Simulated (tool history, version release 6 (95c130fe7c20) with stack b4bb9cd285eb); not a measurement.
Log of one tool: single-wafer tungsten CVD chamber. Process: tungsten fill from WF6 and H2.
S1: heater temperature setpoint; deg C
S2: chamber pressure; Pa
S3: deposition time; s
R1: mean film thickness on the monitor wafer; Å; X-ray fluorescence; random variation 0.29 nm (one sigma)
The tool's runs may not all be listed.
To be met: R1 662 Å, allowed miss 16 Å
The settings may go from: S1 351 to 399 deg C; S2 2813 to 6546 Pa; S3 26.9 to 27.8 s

{"run": 1, "day": 0.0, "S1": 375, "S2": 4680, "S3": 26.9, "R1": 515.49}
{"run": 2, "day": 0.342, "S1": 377, "S2": 4693, "S3": 26.9, "R1": 537.59}
{"run": 3, "day": 0.708, "S1": 379, "S2": 4706, "S3": 26.9, "R1": 557.9}
{"run": 4, "day": 1.058, "S1": 379, "S2": 5146, "S3": 26.9, "R1": 588.7}
{"run": 5, "day": 1.383, "S1": 380, "S2": 5146, "S3": 26.9, "R1": 591.95}
{"run": 6, "day": 1.504, "S1": 381, "S2": 5146, "S3": 26.9, "R1": 607.04}
{"run": 7, "day": 1.633, "S1": 382, "S2": 5146, "S3": 26.9, "R1": 613.36}
{"run": 8, "day": 1.725, "S1": 383, "S2": 5146, "S3": 26.9, "R1": 631.26}
{"run": 9, "day": 1.812, "S1": 384, "S2": 5160, "S3": 26.9, "R1": 640.24}

Which of these 4 next moves meets every target?
{"run": "A", "day": 1.9, "S1": 381, "S2": 5186, "S3": 27.8, "R1": "?"}
{"run": "B", "day": 1.9, "S1": 388, "S2": 4866, "S3": 26.9, "R1": "?"}
{"run": "C", "day": 1.9, "S1": 385, "S2": 4293, "S3": 27.2, "R1": "?"}
{"run": "D", "day": 1.9, "S1": 386, "S2": 5173, "S3": 27.8, "R1": "?"}

move=A R1=628.88
move=B R1=666.65
move=C R1=600.71
move=D R1=685.88
A: further off than the last run
B: meets every target
C: further off than the last run
D: takes the result that was furthest off past its target
The right move is B.
